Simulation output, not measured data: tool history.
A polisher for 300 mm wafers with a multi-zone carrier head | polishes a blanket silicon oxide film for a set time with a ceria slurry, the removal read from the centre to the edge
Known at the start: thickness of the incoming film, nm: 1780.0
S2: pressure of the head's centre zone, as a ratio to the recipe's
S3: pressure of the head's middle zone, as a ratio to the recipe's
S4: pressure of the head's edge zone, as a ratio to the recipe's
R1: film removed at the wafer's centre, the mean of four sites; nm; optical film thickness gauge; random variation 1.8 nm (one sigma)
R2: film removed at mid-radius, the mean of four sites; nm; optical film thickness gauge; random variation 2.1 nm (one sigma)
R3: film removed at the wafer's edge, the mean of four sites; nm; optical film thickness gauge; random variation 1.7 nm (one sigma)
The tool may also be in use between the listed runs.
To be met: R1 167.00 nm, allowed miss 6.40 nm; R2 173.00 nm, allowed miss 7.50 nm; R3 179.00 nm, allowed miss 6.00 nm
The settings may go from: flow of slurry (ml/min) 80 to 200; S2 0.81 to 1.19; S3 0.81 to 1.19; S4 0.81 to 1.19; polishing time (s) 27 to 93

{"run": 1, "hour": 0.0, "flow of slurry (ml/min)": 130, "S2": 1.0, "S3": 1.0, "S4": 1.0, "polishing time (s)": 59, "R1": 308.36, "R2": 315.68, "R3": 300.35}
{"run": 2, "hour": 0.9, "flow of slurry (ml/min)": 125, "S2": 0.98, "S3": 0.98, "S4": 0.98, "polishing time (s)": 55, "R1": 269.04, "R2": 288.08, "R3": 275.27}
{"run": 3, "hour": 7.1, "flow of slurry (ml/min)": 140, "S2": 0.98, "S3": 0.98, "S4": 0.98, "polishing time (s)": 55, "R1": 282.02, "R2": 290.46, "R3": 282.39}
{"run": 4, "hour": 12.3, "flow of slurry (ml/min)": 135, "S2": 0.98, "S3": 0.96, "S4": 0.96, "polishing time (s)": 51, "R1": 257.0, "R2": 259.01, "R3": 261.64}
{"run": 5, "hour": 19.2, "flow of slurry (ml/min)": 135, "S2": 0.98, "S3": 0.96, "S4": 0.96, "polishing time (s)": 40, "R1": 206.46, "R2": 210.35, "R3": 199.91}
{"run": 6, "hour": 23.8, "flow of slurry (ml/min)": 130, "S2": 0.97, "S3": 0.95, "S4": 0.95, "polishing time (s)": 39, "R1": 195.63, "R2": 196.47, "R3": 195.03}
{"run": 7, "hour": 31.8, "flow of slurry (ml/min)": 125, "S2": 0.97, "S3": 0.95, "S4": 0.94, "polishing time (s)": 39, "R1": 190.64, "R2": 194.32, "R3": 188.0}
{"run": 8, "hour": 35.3, "flow of slurry (ml/min)": 120, "S2": 0.96, "S3": 0.94, "S4": 0.94, "polishing time (s)": 39, "R1": 190.01, "R2": 193.14, "R3": 189.77}
{"run": 9, "hour": 38.8, "flow of slurry (ml/min)": 115, "S2": 0.95, "S3": 0.93, "S4": 0.94, "polishing time (s)": 39, "R1": 185.84, "R2": 185.38, "R3": 190.38}
{"run": 10, "hour": 46.5, "flow of slurry (ml/min)": 110, "S2": 0.94, "S3": 0.93, "S4": 0.94, "polishing time (s)": 39, "R1": 182.18, "R2": 185.09, "R3": 188.56}
{"run": 11, "hour": 52.5, "flow of slurry (ml/min)": 105, "S2": 0.94, "S3": 0.93, "S4": 0.94, "polishing time (s)": 39, "R1": 180.44, "R2": 188.21, "R3": 186.45}
{"run": 12, "hour": 58.6, "flow of slurry (ml/min)": 90, "S2": 0.9, "S3": 0.86, "S4": 0.93, "polishing time (s)": 38, "R1": 156.84, "R2": 156.65, "R3": 175.06}
{"run": 13, "hour": 61.7, "flow of slurry (ml/min)": 90, "S2": 0.9, "S3": 0.86, "S4": 0.93, "polishing time (s)": 38, "R1": 157.82, "R2": 159.82, "R3": 171.21}
{"run": 14, "hour": 63.0, "flow of slurry (ml/min)": 90, "S2": 0.9, "S3": 0.86, "S4": 0.93, "polishing time (s)": 38, "R1": 158.7, "R2": 155.99, "R3": 171.9}
{"run": 15, "hour": 71.0, "flow of slurry (ml/min)": 95, "S2": 0.9, "S3": 0.87, "S4": 0.93, "polishing time (s)": 38, "R1": 158.37, "R2": 161.18, "R3": 174.45}

Which of these 4 next moves meets every target?
{"run": "A", "hour": 79.0, "flow of slurry (ml/min)": 85, "S2": 0.91, "S3": 0.93, "S4": 0.89, "polishing time (s)": 44, "R1": "?", "R2": "?", "R3": "?"}
{"run": "B", "hour": 79.0, "flow of slurry (ml/min)": 90, "S2": 0.88, "S3": 0.92, "S4": 0.84, "polishing time (s)": 44, "R1": "?", "R2": "?", "R3": "?"}
{"run": "C", "hour": 79.0, "flow of slurry (ml/min)": 110, "S2": 0.85, "S3": 0.85, "S4": 0.85, "polishing time (s)": 39, "R1": "?", "R2": "?", "R3": "?"}
{"run": "D", "hour": 79.0, "flow of slurry (ml/min)": 105, "S2": 0.91, "S3": 0.92, "S4": 0.91, "polishing time (s)": 41, "R1": "?", "R2": "?", "R3": "?"}

move=A R1=180.65 R2=187.81 R3=194.34
move=B R1=180.22 R2=190.32 R3=192.09
move=C R1=167.44 R2=169.00 R3=179.06
move=D R1=183.38 R2=186.77 R3=192.16
A: takes the result that was furthest off past its target
B: takes the result that was furthest off past its target
C: meets every target
D: takes the result that was furthest off past its target
Answer: C

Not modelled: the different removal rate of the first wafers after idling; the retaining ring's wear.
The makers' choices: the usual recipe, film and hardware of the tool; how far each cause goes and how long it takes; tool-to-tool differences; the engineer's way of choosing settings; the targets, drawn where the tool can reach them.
